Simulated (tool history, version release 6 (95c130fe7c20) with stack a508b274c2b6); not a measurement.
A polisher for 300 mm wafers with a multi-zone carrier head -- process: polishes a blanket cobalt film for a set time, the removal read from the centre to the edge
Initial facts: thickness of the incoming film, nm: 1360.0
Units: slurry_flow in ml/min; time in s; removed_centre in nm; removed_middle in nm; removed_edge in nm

{"run": 1, "hour": 0.0, "slurry_flow": 125, "centre_zone": 1, "middle_zone": 1, "edge_zone": 1, "time": 69, "removed_centre": 212.73, "removed_middle": 217.93, "removed_edge": 219.05}
{"run": 2, "hour": 7.5, "slurry_flow": 130, "centre_zone": 1.01, "middle_zone": 1, "edge_zone": 1.02, "time": 73, "removed_centre": 231.36, "removed_middle": 228.08, "removed_edge": 234.57}
{"run": 3, "hour": 15.7, "slurry_flow": 130, "centre_zone": 1.01, "middle_zone": 1, "edge_zone": 1.09, "time": 73, "removed_centre": 227.67, "removed_middle": 237.27, "removed_edge": 243.27}
{"run": 4, "hour": 19.0, "slurry_flow": 130, "centre_zone": 1.01, "middle_zone": 1, "edge_zone": 1.09, "time": 60, "removed_centre": 189.83, "removed_middle": 193.81, "removed_edge": 198.91}
{"run": 5, "hour": 27.6, "slurry_flow": 135, "centre_zone": 1.02, "middle_zone": 1, "edge_zone": 1.1, "time": 65, "removed_centre": 212.25, "removed_middle": 211.48, "removed_edge": 220.51}
{"run": 6, "hour": 33.4, "slurry_flow": 140, "centre_zone": 1.03, "middle_zone": 1.01, "edge_zone": 1.11, "time": 69, "removed_centre": 231.2, "removed_middle": 226.24, "removed_edge": 239.78}
{"run": 7, "hour": 40.1, "slurry_flow": 145, "centre_zone": 1.04, "middle_zone": 1.03, "edge_zone": 1.12, "time": 71, "removed_centre": 239.1, "removed_middle": 235.66, "removed_edge": 239.58}
{"run": 8, "hour": 46.5, "slurry_flow": 155, "centre_zone": 1.05, "middle_zone": 0.98, "edge_zone": 1.14, "time": 90, "removed_centre": 307.11, "removed_middle": 290.35, "removed_edge": 314.44}
{"run": 9, "hour": 54.7, "slurry_flow": 160, "centre_zone": 1.05, "middle_zone": 0.99, "edge_zone": 1.15, "time": 91, "removed_centre": 317.12, "removed_middle": 304.08, "removed_edge": 323.59}

Run 10 is up next; what results do you expect?
{"run": 10, "hour": 57.9, "slurry_flow": 165, "centre_zone": 1.05, "middle_zone": 0.99, "edge_zone": 1.15, "time": 91, "removed_centre": "?", "removed_middle": "?", "removed_edge": "?"}

Run 10 produced removed_centre 312.77 nm, removed_middle 303.53 nm, removed_edge 322.92 nm.
